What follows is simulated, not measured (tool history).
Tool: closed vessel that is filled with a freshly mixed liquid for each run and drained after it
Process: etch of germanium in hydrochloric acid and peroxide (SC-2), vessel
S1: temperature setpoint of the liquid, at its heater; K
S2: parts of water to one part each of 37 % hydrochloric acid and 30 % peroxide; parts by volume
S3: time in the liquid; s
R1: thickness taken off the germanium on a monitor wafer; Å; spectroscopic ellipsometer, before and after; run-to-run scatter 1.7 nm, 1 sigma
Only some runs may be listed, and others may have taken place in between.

| run | hour | S1 | S2 | S3 | R1 |
|---|---|---|---|---|---|
| 1 | 0 | 329.15 | 9 | 95 | 2577.2 |
| 2 | 7.1 | 333.65 | 9 | 95 | 2947.3 |
| 3 | 15.1 | 333.65 | 11 | 95 | 2906.7 |
| 4 | 22.8 | 333.65 | 11 | 95 | 2886.8 |
| 5 | 26.5 | 328.15 | 11 | 95 | 2492.3 |
| 6 | 27.4 | 327.15 | 11 | 95 | 2387.8 |

Run 7, settings as shown, results not yet in. Your forecast:
| 7 | 33.6 | 326.15 | 11 | 95 | ? |

Run 7 came out at R1 2340.6 Å.
